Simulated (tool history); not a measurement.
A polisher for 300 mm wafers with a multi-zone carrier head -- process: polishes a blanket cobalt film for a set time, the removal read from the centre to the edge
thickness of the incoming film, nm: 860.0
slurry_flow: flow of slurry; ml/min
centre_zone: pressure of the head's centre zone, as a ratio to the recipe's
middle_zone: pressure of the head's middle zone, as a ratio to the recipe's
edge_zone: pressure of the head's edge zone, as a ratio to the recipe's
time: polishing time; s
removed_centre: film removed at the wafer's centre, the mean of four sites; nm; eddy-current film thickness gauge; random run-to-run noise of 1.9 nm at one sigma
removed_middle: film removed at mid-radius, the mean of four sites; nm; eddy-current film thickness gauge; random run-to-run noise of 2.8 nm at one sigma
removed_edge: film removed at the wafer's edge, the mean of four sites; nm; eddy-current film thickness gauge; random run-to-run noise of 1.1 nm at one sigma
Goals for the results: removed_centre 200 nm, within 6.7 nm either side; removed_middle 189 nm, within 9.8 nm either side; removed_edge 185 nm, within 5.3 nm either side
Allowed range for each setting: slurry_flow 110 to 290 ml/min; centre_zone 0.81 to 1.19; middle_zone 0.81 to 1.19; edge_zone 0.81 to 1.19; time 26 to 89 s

{"run": 1, "day": 0.0, "slurry_flow": 185, "centre_zone": 1, "middle_zone": 1, "edge_zone": 1, "time": 57, "removed_centre": 328.76, "removed_middle": 346.39, "removed_edge": 320.58}
{"run": 2, "day": 0.029, "slurry_flow": 185, "centre_zone": 1.03, "middle_zone": 1, "edge_zone": 1, "time": 57, "removed_centre": 346.45, "removed_middle": 336.39, "removed_edge": 321.06}
{"run": 3, "day": 0.321, "slurry_flow": 180, "centre_zone": 1.02, "middle_zone": 0.97, "edge_zone": 0.97, "time": 50, "removed_centre": 296.62, "removed_middle": 294.03, "removed_edge": 281.99}
{"run": 4, "day": 0.508, "slurry_flow": 180, "centre_zone": 1.03, "middle_zone": 0.96, "edge_zone": 0.95, "time": 44, "removed_centre": 260.44, "removed_middle": 257.22, "removed_edge": 239.32}
{"day": 0.838, "done": "edge zone pressure recalibrated"}
{"run": 5, "day": 0.838, "slurry_flow": 180, "centre_zone": 1.09, "middle_zone": 0.96, "edge_zone": 0.95, "time": 44, "removed_centre": 279.4, "removed_middle": 252.66, "removed_edge": 253.02}
{"run": 6, "day": 0.904, "slurry_flow": 180, "centre_zone": 1.09, "middle_zone": 1.04, "edge_zone": 0.95, "time": 44, "removed_centre": 280.95, "removed_middle": 270.79, "removed_edge": 255}
{"run": 7, "day": 0.996, "slurry_flow": 170, "centre_zone": 1.07, "middle_zone": 0.99, "edge_zone": 0.93, "time": 41, "removed_centre": 256.61, "removed_middle": 239.91, "removed_edge": 232.82}
{"run": 8, "day": 1.225, "slurry_flow": 160, "centre_zone": 1.04, "middle_zone": 0.96, "edge_zone": 0.9, "time": 40, "removed_centre": 237.08, "removed_middle": 228.92, "removed_edge": 222.41}
{"run": 9, "day": 1.308, "slurry_flow": 160, "centre_zone": 1.04, "middle_zone": 0.96, "edge_zone": 0.9, "time": 40, "removed_centre": 239.25, "removed_middle": 223.33, "removed_edge": 221.99}
{"run": 10, "day": 1.379, "slurry_flow": 165, "centre_zone": 1.03, "middle_zone": 0.94, "edge_zone": 0.88, "time": 38, "removed_centre": 222.44, "removed_middle": 211.38, "removed_edge": 210.96}
{"run": 11, "day": 1.667, "slurry_flow": 150, "centre_zone": 1.04, "middle_zone": 0.92, "edge_zone": 0.81, "time": 32, "removed_centre": 183.98, "removed_middle": 169.28, "removed_edge": 167.8}
{"run": 12, "day": 1.704, "slurry_flow": 160, "centre_zone": 1.04, "middle_zone": 0.93, "edge_zone": 0.83, "time": 32, "removed_centre": 189.07, "removed_middle": 181.25, "removed_edge": 171.42}
{"run": 13, "day": 1.908, "slurry_flow": 155, "centre_zone": 1.04, "middle_zone": 0.94, "edge_zone": 0.84, "time": 32, "removed_centre": 186.56, "removed_middle": 178.49, "removed_edge": 172.79}
{"run": 14, "day": 2.271, "slurry_flow": 155, "centre_zone": 1.05, "middle_zone": 0.94, "edge_zone": 0.86, "time": 32, "removed_centre": 186.47, "removed_middle": 178.28, "removed_edge": 174.61}
{"run": 15, "day": 2.512, "slurry_flow": 160, "centre_zone": 1.06, "middle_zone": 0.94, "edge_zone": 0.87, "time": 32, "removed_centre": 191.49, "removed_middle": 174.88, "removed_edge": 175.2}
{"run": 16, "day": 2.688, "slurry_flow": 190, "centre_zone": 1.05, "middle_zone": 1, "edge_zone": 0.91, "time": 34, "removed_centre": 208.31, "removed_middle": 206.25, "removed_edge": 193.51}
{"run": 17, "day": 2.838, "slurry_flow": 185, "centre_zone": 1.05, "middle_zone": 0.98, "edge_zone": 0.9, "time": 34, "removed_centre": 208.36, "removed_middle": 199.89, "removed_edge": 193.1}
{"run": 18, "day": 2.971, "slurry_flow": 185, "centre_zone": 1.05, "middle_zone": 0.97, "edge_zone": 0.89, "time": 34, "removed_centre": 208.5, "removed_middle": 201.84, "removed_edge": 192.57}
{"run": 19, "day": 3.121, "slurry_flow": 180, "centre_zone": 1.05, "middle_zone": 0.96, "edge_zone": 0.88, "time": 34, "removed_centre": 206.77, "removed_middle": 196.22, "removed_edge": 189.81}

Which one of the following 5 next-run settings gets every result inside its allowed miss? There is exactly one.
{"run": "A", "day": 3.271, "slurry_flow": 270, "centre_zone": 1.07, "middle_zone": 0.99, "edge_zone": 0.81, "time": 30, "removed_centre": "?", "removed_middle": "?", "removed_edge": "?"}
{"run": "B", "day": 3.271, "slurry_flow": 200, "centre_zone": 0.99, "middle_zone": 0.97, "edge_zone": 0.84, "time": 32, "removed_centre": "?", "removed_middle": "?", "removed_edge": "?"}
{"run": "C", "day": 3.271, "slurry_flow": 220, "centre_zone": 1.03, "middle_zone": 1.01, "edge_zone": 0.84, "time": 34, "removed_centre": "?", "removed_middle": "?", "removed_edge": "?"}
{"run": "D", "day": 3.271, "slurry_flow": 185, "centre_zone": 1.04, "middle_zone": 0.94, "edge_zone": 0.86, "time": 33, "removed_centre": "?", "removed_middle": "?", "removed_edge": "?"}
{"run": "E", "day": 3.271, "slurry_flow": 160, "centre_zone": 1.06, "middle_zone": 0.97, "edge_zone": 0.82, "time": 33, "removed_centre": "?", "removed_middle": "?", "removed_edge": "?"}

move=A removed_centre=203.31 removed_middle=192.26 removed_edge=170.13
move=B removed_centre=191.84 removed_middle=194.18 removed_edge=179.01
move=C removed_centre=215.55 removed_middle=215.6 removed_edge=192.12
move=D removed_centre=204.92 removed_middle=193.12 removed_edge=184.87
move=E removed_centre=202.68 removed_middle=192.35 removed_edge=177.39
A: brings the last run's worst result on target, with another outside its allowed miss
B: takes the biggest miss from the last run beyond its target
C: the biggest miss grows against the last run
D: each result inside its tolerance
E: brings the last run's worst result on target, with another outside its allowed miss
Correct choice: D, which meets every target
